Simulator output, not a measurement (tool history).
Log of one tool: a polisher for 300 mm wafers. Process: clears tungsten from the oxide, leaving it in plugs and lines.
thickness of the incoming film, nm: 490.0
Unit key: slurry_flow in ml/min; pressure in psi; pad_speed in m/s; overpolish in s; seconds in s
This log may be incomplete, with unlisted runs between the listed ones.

run    day  slurry_flow  pressure  pad_speed  slurry_solids  overpolish  seconds
  1  0.000          285       4.0       0.88            1.0          37  119.080
  2  0.158          285       4.0       0.88            1.2          37  108.040
  3  0.200          285       4.4       0.88            1.2          37   98.075
  4  0.471          355       4.4       0.88            1.2          37   96.809
  5  0.738          355       4.4       0.88            1.2          40   97.104
  6  0.954          355       4.7       0.88            1.2          40   89.141
  7  0.988          355       4.9       0.88            1.2          40   89.866
  8  1.342          355       5.2       0.88            1.2          40   81.591
  9  1.367          355       5.3       0.88            1.2          40   81.505
 10  1.421          355       5.4       0.88            1.2          40   81.556
 11  1.512          355       5.5       0.88            1.2          40   79.587

Predict the results of run 12:
 12  1.692          355       5.6       0.88            1.2          40        ?

For run 12 the tool returned seconds 77.232 s.

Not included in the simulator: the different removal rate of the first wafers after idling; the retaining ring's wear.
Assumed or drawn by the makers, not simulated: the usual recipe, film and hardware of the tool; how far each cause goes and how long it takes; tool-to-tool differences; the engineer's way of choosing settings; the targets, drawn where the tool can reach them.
